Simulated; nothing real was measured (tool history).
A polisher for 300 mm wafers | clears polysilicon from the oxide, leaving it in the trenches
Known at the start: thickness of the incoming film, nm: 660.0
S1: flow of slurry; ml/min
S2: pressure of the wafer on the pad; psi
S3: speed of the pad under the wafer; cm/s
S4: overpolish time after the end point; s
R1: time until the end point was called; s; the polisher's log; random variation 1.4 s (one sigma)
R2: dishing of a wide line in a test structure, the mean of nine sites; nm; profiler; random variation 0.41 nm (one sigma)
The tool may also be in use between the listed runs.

| run | day | S1 | S2 | S3 | S4 | R1 | R2 |
|---|---|---|---|---|---|---|---|
| 1 | 0 | 210 | 1.8 | 90 | 14 | 67.252 | 43.5 |
| 2 | 0.096 | 210 | 1.8 | 90 | 13 | 66.436 | 42.788 |
| 3 | 0.342 | 260 | 1.8 | 90 | 13 | 63.9 | 42.556 |
| 4 | 0.679 | 260 | 1.7 | 90 | 12 | 65.03 | 41.318 |
| 5 | 0.767 | 260 | 1.6 | 90 | 11 | 69.943 | 39.802 |
| 6 | 0.821 | 260 | 1.6 | 90 | 13 | 71.35 | 41.332 |
| 7 | 1.196 | 260 | 1.6 | 90 | 12 | 73.704 | 41.577 |
| 8 | 1.562 | 265 | 1.6 | 88 | 11 | 72.7 | 40.247 |
| 9 | 1.583 | 265 | 1.6 | 88 | 10 | 71.817 | 38.731 |
| 10 | 1.904 | 265 | 1.4 | 86 | 6 | 84.373 | 28.157 |
| 11 | 2.142 | 270 | 1.4 | 86 | 6 | 83.017 | 28.568 |

The next listed run, before its measurement:
| 12 | 2.254 | 270 | 1.4 | 86 | 7 | ? | ? |

R1: 82.861 s
R2: 30.487 nm

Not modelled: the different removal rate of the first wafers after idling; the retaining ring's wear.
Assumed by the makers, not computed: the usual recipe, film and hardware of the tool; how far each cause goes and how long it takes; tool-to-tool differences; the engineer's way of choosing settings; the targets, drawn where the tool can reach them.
